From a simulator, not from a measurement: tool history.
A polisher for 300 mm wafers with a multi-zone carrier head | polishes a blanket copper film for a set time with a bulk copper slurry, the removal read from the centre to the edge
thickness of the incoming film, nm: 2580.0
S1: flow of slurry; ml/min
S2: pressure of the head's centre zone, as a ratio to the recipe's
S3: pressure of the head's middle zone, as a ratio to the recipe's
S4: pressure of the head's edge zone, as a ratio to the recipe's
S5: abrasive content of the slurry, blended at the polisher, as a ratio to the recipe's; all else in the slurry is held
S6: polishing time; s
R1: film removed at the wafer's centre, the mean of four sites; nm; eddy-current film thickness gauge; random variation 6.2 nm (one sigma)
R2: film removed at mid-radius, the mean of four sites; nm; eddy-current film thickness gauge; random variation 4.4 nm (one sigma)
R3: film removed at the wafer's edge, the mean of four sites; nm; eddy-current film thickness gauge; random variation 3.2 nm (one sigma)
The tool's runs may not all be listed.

{"run": 1, "hour": 0.0, "S1": 175, "S2": 1, "S3": 1, "S4": 1, "S5": 1, "S6": 66, "R1": 616.41, "R2": 613.08, "R3": 610.37}
{"run": 2, "hour": 4.3, "S1": 175, "S2": 1, "S3": 1, "S4": 1.05, "S5": 1, "S6": 66, "R1": 621.05, "R2": 611.18, "R3": 633.44}
{"run": 3, "hour": 11.7, "S1": 175, "S2": 1, "S3": 0.96, "S4": 1.05, "S5": 1, "S6": 66, "R1": 608.59, "R2": 588.87, "R3": 627.53}
{"run": 4, "hour": 13.7, "S1": 175, "S2": 1.01, "S3": 0.95, "S4": 1.02, "S5": 0.9, "S6": 64, "R1": 600.2, "R2": 556.68, "R3": 583.52}
{"run": 5, "hour": 19.9, "S1": 175, "S2": 1.01, "S3": 0.95, "S4": 1.02, "S5": 0.9, "S6": 77, "R1": 689.05, "R2": 656.35, "R3": 706.42}
{"run": 6, "hour": 27.1, "S1": 175, "S2": 1.01, "S3": 0.92, "S4": 1.02, "S5": 0.9, "S6": 77, "R1": 700.32, "R2": 651.03, "R3": 716.43}
{"run": 7, "hour": 34.8, "S1": 175, "S2": 1.01, "S3": 0.92, "S4": 1.02, "S5": 0.9, "S6": 77, "R1": 682.63, "R2": 649.19, "R3": 707.61}
{"run": 8, "hour": 41.5, "S1": 165, "S2": 1.11, "S3": 0.96, "S4": 0.92, "S5": 0.65, "S6": 59, "R1": 562.15, "R2": 486.61, "R3": 479.68}
{"run": 9, "hour": 50.1, "S1": 140, "S2": 1.05, "S3": 0.93, "S4": 0.82, "S5": 0.5, "S6": 50, "R1": 412.04, "R2": 375.53, "R3": 362.8}
{"run": 10, "hour": 56.1, "S1": 145, "S2": 1.05, "S3": 0.93, "S4": 0.83, "S5": 0.5, "S6": 50, "R1": 413.99, "R2": 377.71, "R3": 371.08}

Forecast run 11:
{"run": 11, "hour": 61.6, "S1": 150, "S2": 1.05, "S3": 0.93, "S4": 0.83, "S5": 0.5, "S6": 50, "R1": "?", "R2": "?", "R3": "?"}

Run 11 gave R1 410.3 nm, R2 379.92 nm, R3 367.81 nm.
